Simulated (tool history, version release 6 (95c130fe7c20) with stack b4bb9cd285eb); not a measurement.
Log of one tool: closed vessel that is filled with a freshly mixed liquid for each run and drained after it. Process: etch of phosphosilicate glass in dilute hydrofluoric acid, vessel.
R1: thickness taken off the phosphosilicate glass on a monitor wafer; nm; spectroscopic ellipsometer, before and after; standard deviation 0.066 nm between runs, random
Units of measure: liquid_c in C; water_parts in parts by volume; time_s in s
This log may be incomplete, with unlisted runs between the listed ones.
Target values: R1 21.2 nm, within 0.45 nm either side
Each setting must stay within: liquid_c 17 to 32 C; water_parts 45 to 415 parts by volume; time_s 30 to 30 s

Run 1, hour 0: liquid_c 24 C, water_parts 230 parts by volume, time_s 30 s. Result: R1 5.8116 nm.
Run 2, hour 6.6: liquid_c 24 C, water_parts 195 parts by volume, time_s 30 s. Result: R1 7.1342 nm.
Run 3, hour 12.1: liquid_c 24 C, water_parts 195 parts by volume, time_s 30 s. Result: R1 7.1559 nm.
Run 4, hour 19.6: liquid_c 24 C, water_parts 195 parts by volume, time_s 30 s. Result: R1 7.1809 nm.
Run 5, hour 21.5: liquid_c 26.5 C, water_parts 150 parts by volume, time_s 30 s. Result: R1 10.706 nm.
Run 6, hour 27.2: liquid_c 28 C, water_parts 130 parts by volume, time_s 30 s. Result: R1 13.48 nm.
Run 7, hour 30.3: liquid_c 29 C, water_parts 120 parts by volume, time_s 30 s. Result: R1 15.211 nm.
Run 8, hour 39.1: liquid_c 30 C, water_parts 110 parts by volume, time_s 30 s. Result: R1 17.516 nm.

4 next moves are on the table. One of them brings every result within its allowed miss. Which?
Run A, hour 47.9: liquid_c 28.5 C, water_parts 85 parts by volume, time_s 30 s. Result: R1 ?.
Run B, hour 47.9: liquid_c 25.5 C, water_parts 75 parts by volume, time_s 30 s. Result: R1 ?.
Run C, hour 47.9: liquid_c 29 C, water_parts 90 parts by volume, time_s 30 s. Result: R1 ?.
Run D, hour 47.9: liquid_c 32 C, water_parts 95 parts by volume, time_s 30 s. Result: R1 ?.

move      R1
   A  22.331
   B  22.811
   C  21.349
   D  22.475
A: carries the result that was furthest off beyond its target, to the other side
B: carries the result that was furthest off beyond its target, to the other side
C: every result within its allowed miss
D: carries the result that was furthest off beyond its target, to the other side
Go with C: it meets all targets.
